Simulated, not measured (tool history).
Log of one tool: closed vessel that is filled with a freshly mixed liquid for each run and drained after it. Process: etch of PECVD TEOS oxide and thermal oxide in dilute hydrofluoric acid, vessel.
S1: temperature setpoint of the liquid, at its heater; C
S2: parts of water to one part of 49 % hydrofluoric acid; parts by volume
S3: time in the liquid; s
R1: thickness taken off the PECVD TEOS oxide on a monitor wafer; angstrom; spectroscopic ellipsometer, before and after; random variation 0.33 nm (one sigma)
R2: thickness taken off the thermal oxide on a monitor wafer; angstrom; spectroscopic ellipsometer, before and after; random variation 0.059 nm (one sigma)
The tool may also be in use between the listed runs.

run    day    S1   S2   S3      R1      R2
  1      0    26  125   85  211.73  33.449
  2  0.162    26   95   85  290.72  46.122
  3  0.267    25   95   85  280.24  43.756
  4  0.375    25   80   85  338.55  53.341
  5    0.6    25   80  105  417.31  66.481
  6  0.738    25  115  105  276.78  43.878
  7  0.838    27  110  105     316  49.195
  8  0.938    28  100  105  365.47  57.253
  9  1.038  29.5   95  105  412.99  65.031
 10  1.279  30.5   95  105  423.39  67.453
 11   1.65  31.5   90  105  469.12  74.365

Forecast run 12:
 12  1.717  32  90  105   ?   ?

{"run 12": {"R1": 481.65, "R2": 76.243}}
